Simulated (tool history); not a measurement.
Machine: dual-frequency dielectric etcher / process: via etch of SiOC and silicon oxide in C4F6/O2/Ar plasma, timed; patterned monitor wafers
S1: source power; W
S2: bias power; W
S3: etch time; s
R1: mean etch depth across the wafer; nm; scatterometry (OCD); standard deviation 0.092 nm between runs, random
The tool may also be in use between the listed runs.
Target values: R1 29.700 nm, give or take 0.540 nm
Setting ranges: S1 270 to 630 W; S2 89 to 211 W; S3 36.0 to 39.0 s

run,hour,S1,S2,S3,R1
1,0.0,450,150,39.0,39.581
2,7.2,450,150,39.0,39.535
3,9.9,400,132,38.5,35.087
4,12.0,470,132,38.5,38.849
5,12.6,470,110,38.5,37.455
6,19.1,470,93,38.5,36.328
7,24.5,420,92,38.5,33.444
8,31.9,400,91,38.5,32.396
9,33.0,320,89,38.0,26.991
10,42.0,340,89,38.0,28.250
11,49.3,380,91,38.0,30.682

Consider the 4 candidate settings below. Which is the only one whose results all fall within their allowed miss of target?
A,56.6,430,90,37.0,?
B,56.6,360,90,36.5,?
C,56.6,380,90,37.0,?
D,56.6,370,89,39.0,?

move,R1
A,32.481
B,28.282
C,29.830
D,30.772
A: lands further from the targets than the last run did
B: takes the biggest miss from the last run beyond its target
C: every result within its allowed miss
D: lands further from the targets than the last run did
The right move is C.
